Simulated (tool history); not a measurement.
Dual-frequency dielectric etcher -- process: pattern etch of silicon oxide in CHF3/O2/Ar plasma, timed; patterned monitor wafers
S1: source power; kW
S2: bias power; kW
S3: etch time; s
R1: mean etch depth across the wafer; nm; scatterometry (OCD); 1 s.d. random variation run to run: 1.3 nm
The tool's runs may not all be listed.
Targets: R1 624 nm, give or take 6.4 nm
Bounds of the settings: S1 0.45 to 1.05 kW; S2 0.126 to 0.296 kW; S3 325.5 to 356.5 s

run 1 hour=0 | S1=0.75 S2=0.211 S3=356.5 | R1=806.22
run 2 hour=4 | S1=0.68 S2=0.195 S3=355.5 | R1=743.46
run 3 hour=10.1 | S1=0.68 S2=0.215 S3=355.5 | R1=777.46
run 4 hour=14.2 | S1=0.68 S2=0.229 S3=355.5 | R1=796.33
run 5 hour=15 | S1=0.68 S2=0.229 S3=325.5 | R1=727.16
run 6 hour=17.3 | S1=0.68 S2=0.229 S3=356.5 | R1=800.4
run 7 hour=24.5 | S1=0.63 S2=0.215 S3=356 | R1=746.81
run 8 hour=31.2 | S1=0.59 S2=0.207 S3=355.5 | R1=713.52
run 9 hour=36.1 | S1=0.56 S2=0.202 S3=355.5 | R1=688.37

Which of these 4 next moves meets every target?
run A hour=41 | S1=0.49 S2=0.187 S3=345.5 | R1=?
run B hour=41 | S1=0.46 S2=0.228 S3=349 | R1=?
run C hour=41 | S1=0.52 S2=0.202 S3=335 | R1=?
run D hour=41 | S1=0.55 S2=0.195 S3=340 | R1=?

move=A R1=603.79
move=B R1=642.02
move=C R1=623.35
move=D R1=641.07
A: takes the biggest miss from the last run beyond its target
B: better than the last run, though not everything is in spec
C: every result lands within tolerance
D: better than the last run, though not everything is in spec
Correct choice: C, which meets every target
